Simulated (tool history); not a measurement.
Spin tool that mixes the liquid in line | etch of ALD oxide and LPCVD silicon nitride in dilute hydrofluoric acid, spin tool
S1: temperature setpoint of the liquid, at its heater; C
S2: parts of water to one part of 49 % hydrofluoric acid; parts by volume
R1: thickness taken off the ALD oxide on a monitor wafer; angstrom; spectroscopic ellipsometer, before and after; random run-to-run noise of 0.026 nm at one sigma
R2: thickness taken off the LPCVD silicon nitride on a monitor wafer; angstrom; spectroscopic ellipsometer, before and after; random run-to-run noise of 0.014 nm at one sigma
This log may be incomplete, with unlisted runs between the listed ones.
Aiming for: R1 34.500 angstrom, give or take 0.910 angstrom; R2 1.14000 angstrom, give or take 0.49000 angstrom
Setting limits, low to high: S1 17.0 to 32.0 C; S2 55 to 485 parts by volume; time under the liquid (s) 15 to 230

{"run": 1, "day": 0.0, "S1": 24.0, "S2": 270, "time under the liquid (s)": 120, "R1": 78.498, "R2": 1.5247}
{"run": 2, "day": 0.079, "S1": 24.0, "S2": 325, "time under the liquid (s)": 120, "R1": 62.085, "R2": 1.3616}
{"run": 3, "day": 0.417, "S1": 22.5, "S2": 350, "time under the liquid (s)": 120, "R1": 53.42, "R2": 1.4848}
{"run": 4, "day": 0.608, "S1": 22.0, "S2": 370, "time under the liquid (s)": 120, "R1": 49.267, "R2": 1.1964}
{"run": 5, "day": 0.962, "S1": 21.0, "S2": 390, "time under the liquid (s)": 120, "R1": 44.803, "R2": 1.2221}
{"run": 6, "day": 1.112, "S1": 21.0, "S2": 390, "time under the liquid (s)": 140, "R1": 50.7, "R2": 1.3109}
{"run": 7, "day": 1.192, "S1": 18.0, "S2": 465, "time under the liquid (s)": 140, "R1": 36.392, "R2": 0.85988}
{"run": 8, "day": 1.504, "S1": 19.0, "S2": 470, "time under the liquid (s)": 140, "R1": 37.266, "R2": 1.059}
{"run": 9, "day": 1.7, "S1": 19.0, "S2": 475, "time under the liquid (s)": 140, "R1": 36.895, "R2": 1.1848}
{"run": 10, "day": 1.833, "S1": 19.0, "S2": 480, "time under the liquid (s)": 140, "R1": 36.431, "R2": 1.0583}
{"run": 11, "day": 1.888, "S1": 19.0, "S2": 485, "time under the liquid (s)": 140, "R1": 35.565, "R2": 0.93586}

Of the 5 settings listed for the next run, only one would bring every result within its allowed miss of target. Which one?
{"run": "A", "day": 1.942, "S1": 17.0, "S2": 415, "time under the liquid (s)": 125, "R1": "?", "R2": "?"}
{"run": "B", "day": 1.942, "S1": 17.0, "S2": 230, "time under the liquid (s)": 60, "R1": "?", "R2": "?"}
{"run": "C", "day": 1.942, "S1": 27.0, "S2": 485, "time under the liquid (s)": 105, "R1": "?", "R2": "?"}
{"run": "D", "day": 1.942, "S1": 17.0, "S2": 405, "time under the liquid (s)": 120, "R1": "?", "R2": "?"}
{"run": "E", "day": 1.942, "S1": 22.0, "S2": 485, "time under the liquid (s)": 135, "R1": "?", "R2": "?"}

move=A R1=36.566 R2=0.77205
move=B R1=36.730 R2=0.64608
move=C R1=34.720 R2=1.02020
move=D R1=36.241 R2=0.75826
move=E R1=38.080 R2=0.98052
A: its largest miss is bigger than the last run's
B: its largest miss is bigger than the last run's
C: every result lands within tolerance
D: its largest miss is bigger than the last run's
E: its largest miss is bigger than the last run's
C meets every target.
